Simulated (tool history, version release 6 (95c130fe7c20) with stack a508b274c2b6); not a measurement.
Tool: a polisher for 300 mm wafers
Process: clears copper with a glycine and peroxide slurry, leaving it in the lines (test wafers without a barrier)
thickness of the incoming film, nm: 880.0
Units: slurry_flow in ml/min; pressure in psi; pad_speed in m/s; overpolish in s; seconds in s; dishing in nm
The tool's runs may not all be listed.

| run | hour | slurry_flow | pressure | pad_speed | overpolish | seconds | dishing |
|---|---|---|---|---|---|---|---|
| 1 | 0.0 | 245 | 2.4 | 1.22 | 19 | 193.55 | 47.659 |
| 2 | 3.7 | 245 | 2.4 | 1.10 | 19 | 203.87 | 44.887 |
| 3 | 10.6 | 245 | 2.4 | 0.86 | 19 | 237.62 | 41.125 |
| 4 | 16.9 | 245 | 2.4 | 0.58 | 19 | 279.86 | 36.048 |
| 5 | 22.6 | 245 | 2.6 | 0.68 | 21 | 246.07 | 43.328 |
| 6 | 23.2 | 245 | 2.6 | 0.68 | 15 | 245.99 | 33.165 |
| 7 | 31.1 | 250 | 2.6 | 0.80 | 18 | 227.15 | 41.018 |
| 8 | 36.2 | 255 | 3.1 | 1.02 | 27 | 173.57 | 60.842 |
| 9 | 41.9 | 255 | 3.1 | 1.04 | 28 | 160.92 | 61.301 |

Run 10 comes next. What will it give?
| 10 | 48.0 | 255 | 2.9 | 0.92 | 35 | ? | ? |

{"run 10": {"seconds": 187.19, "dishing": 65.567}}

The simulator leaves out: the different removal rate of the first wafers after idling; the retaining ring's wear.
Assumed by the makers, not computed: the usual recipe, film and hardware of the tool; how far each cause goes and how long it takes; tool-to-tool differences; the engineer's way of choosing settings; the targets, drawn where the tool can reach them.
